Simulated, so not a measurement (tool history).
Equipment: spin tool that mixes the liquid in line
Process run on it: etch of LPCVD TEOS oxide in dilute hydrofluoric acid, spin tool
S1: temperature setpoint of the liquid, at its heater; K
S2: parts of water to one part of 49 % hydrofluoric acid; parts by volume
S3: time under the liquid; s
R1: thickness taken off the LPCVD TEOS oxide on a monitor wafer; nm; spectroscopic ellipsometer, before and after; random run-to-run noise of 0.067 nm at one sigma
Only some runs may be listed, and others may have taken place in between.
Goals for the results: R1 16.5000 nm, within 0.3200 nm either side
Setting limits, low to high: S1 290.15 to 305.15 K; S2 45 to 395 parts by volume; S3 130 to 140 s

{"run": 1, "hour": 0.0, "S1": 297.15, "S2": 220, "S3": 130, "R1": 9.5088}
{"run": 2, "hour": 4.9, "S1": 299.65, "S2": 205, "S3": 130, "R1": 11.257}
{"run": 3, "hour": 10.0, "S1": 302.65, "S2": 205, "S3": 130, "R1": 12.606}
{"run": 4, "hour": 12.5, "S1": 302.65, "S2": 205, "S3": 140, "R1": 13.56}
{"run": 5, "hour": 21.5, "S1": 303.15, "S2": 200, "S3": 140, "R1": 14.179}
{"run": 6, "hour": 29.3, "S1": 303.65, "S2": 195, "S3": 140, "R1": 14.959}
{"run": 7, "hour": 32.2, "S1": 304.15, "S2": 190, "S3": 140, "R1": 15.688}
{"run": 8, "hour": 40.5, "S1": 304.65, "S2": 190, "S3": 140, "R1": 15.936}

Exercise: of the 5 proposed moves below, exactly one satisfies all targets within the stated allowed misses. Which move is it?
{"run": "A", "hour": 48.8, "S1": 304.65, "S2": 195, "S3": 140, "R1": "?"}
{"run": "B", "hour": 48.8, "S1": 304.65, "S2": 190, "S3": 130, "R1": "?"}
{"run": "C", "hour": 48.8, "S1": 300.65, "S2": 165, "S3": 130, "R1": "?"}
{"run": "D", "hour": 48.8, "S1": 305.15, "S2": 200, "S3": 140, "R1": "?"}
{"run": "E", "hour": 48.8, "S1": 303.65, "S2": 170, "S3": 130, "R1": "?"}

move=A R1=15.3300
move=B R1=14.7040
move=C R1=15.1650
move=D R1=15.1060
move=E R1=16.2860
A: further off than the last run
B: further off than the last run
C: further off than the last run
D: further off than the last run
E: every result within its allowed miss
E is the move that brings every result within its allowed miss.
